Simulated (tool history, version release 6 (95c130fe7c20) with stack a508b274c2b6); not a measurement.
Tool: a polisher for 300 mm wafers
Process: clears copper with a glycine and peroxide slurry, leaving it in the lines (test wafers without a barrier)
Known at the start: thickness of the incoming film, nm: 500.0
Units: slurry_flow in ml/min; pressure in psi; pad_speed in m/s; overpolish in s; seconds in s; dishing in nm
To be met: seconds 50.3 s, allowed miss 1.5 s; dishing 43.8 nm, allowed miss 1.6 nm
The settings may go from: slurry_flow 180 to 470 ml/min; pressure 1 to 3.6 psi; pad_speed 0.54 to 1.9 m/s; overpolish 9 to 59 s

| run | hour | slurry_flow | pressure | pad_speed | overpolish | seconds | dishing |
|---|---|---|---|---|---|---|---|
| 1 | 0 | 300 | 2.3 | 1.22 | 30 | 79.449 | 61.597 |
| 2 | 7.6 | 355 | 2.2 | 1.44 | 23 | 71.599 | 57.558 |
| 3 | 14.8 | 355 | 2.2 | 1.18 | 23 | 83.651 | 55.157 |
| 4 | 21.6 | 355 | 2.2 | 0.94 | 23 | 99.347 | 51.223 |
| 5 | 30.1 | 390 | 2.2 | 1.24 | 19 | 80.876 | 50.86 |
| 6 | 32.5 | 390 | 2.2 | 1.24 | 23 | 79.868 | 54.553 |
| 7 | 37.7 | 415 | 2.2 | 1.44 | 19 | 71.628 | 53.128 |
| 8 | 41.4 | 430 | 2.2 | 1.58 | 16 | 66.491 | 50.253 |
| 9 | 47.2 | 445 | 2.3 | 1.68 | 14 | 60.926 | 49.961 |
| 10 | 51.4 | 455 | 2.3 | 1.74 | 12 | 59.481 | 46.484 |

Which of these 5 next moves meets every target?
| A | 55.6 | 470 | 2.8 | 1.7 | 9 | ? | ? |
| B | 55.6 | 445 | 2.6 | 1.8 | 14 | ? | ? |
| C | 55.6 | 470 | 2.2 | 1.42 | 17 | ? | ? |
| D | 55.6 | 470 | 2 | 1.64 | 17 | ? | ? |
| E | 55.6 | 435 | 2 | 1.54 | 20 | ? | ? |

| move | seconds | dishing |
|---|---|---|
| A | 50.434 | 43.358 |
| B | 51.557 | 54.012 |
| C | 71.529 | 50.207 |
| D | 69.432 | 50.053 |
| E | 73.153 | 52.858 |
A: meets every target
B: brings the result that was furthest off to its target, and leaves another outside
C: further off than the last run
D: further off than the last run
E: further off than the last run
Answer: A

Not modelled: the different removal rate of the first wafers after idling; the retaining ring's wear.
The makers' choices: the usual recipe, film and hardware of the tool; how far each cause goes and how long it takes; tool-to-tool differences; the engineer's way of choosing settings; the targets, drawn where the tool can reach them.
